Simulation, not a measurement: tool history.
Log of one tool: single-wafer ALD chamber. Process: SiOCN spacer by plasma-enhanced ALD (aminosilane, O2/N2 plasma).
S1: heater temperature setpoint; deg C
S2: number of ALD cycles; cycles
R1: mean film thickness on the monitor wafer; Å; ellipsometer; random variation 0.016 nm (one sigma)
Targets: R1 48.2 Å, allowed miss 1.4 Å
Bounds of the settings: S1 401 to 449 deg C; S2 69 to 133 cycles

run	hour	S1	S2	R1
1	0	425	101	56.565
2	3	427	97	53.936
3	7.4	429	94	51.831
4	14.9	420	94	53.506
5	15.6	420	105	59.58
6	17.8	422	100	56.583
7	18.6	424	96	53.953
8	21.7	426	93	51.796
9	29.4	427	92	51.216
10	38.4	428	91	50.567

5 next moves are on the table. One of them brings every result within its allowed miss. Which?
A	47.4	430	87	?
B	47.4	433	81	?
C	47.4	421	99	?
D	47.4	437	98	?
E	47.4	417	92	?

move	R1
A	47.806
B	44.006
C	56.245
D	52.431
E	53.029
A: meets every target
B: takes the result that was furthest off past its target
C: further off than the last run
D: further off than the last run
E: further off than the last run
The right move is A.
